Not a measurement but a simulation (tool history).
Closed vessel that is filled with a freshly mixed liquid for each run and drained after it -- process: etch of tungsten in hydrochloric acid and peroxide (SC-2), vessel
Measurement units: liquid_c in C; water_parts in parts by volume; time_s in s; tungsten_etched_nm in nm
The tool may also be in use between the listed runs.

run  hour  liquid_c  water_parts  time_s  tungsten_etched_nm
  1   0.0      47.0          9.5     190              31.149
  2   5.6      47.0          9.5     200              33.005
  3  14.4      47.0          7.0     200              42.529
  4  18.7      48.5          7.0     200              46.734
  5  27.7      51.0          7.0     200              55.313
  6  32.2      52.0          7.0     200              58.237
  7  38.0      53.0          7.0     200              62.618

The next listed run, before its measurement:
  8  40.3      54.0          7.0     200                   ?

tungsten_etched_nm: 67.843 nm
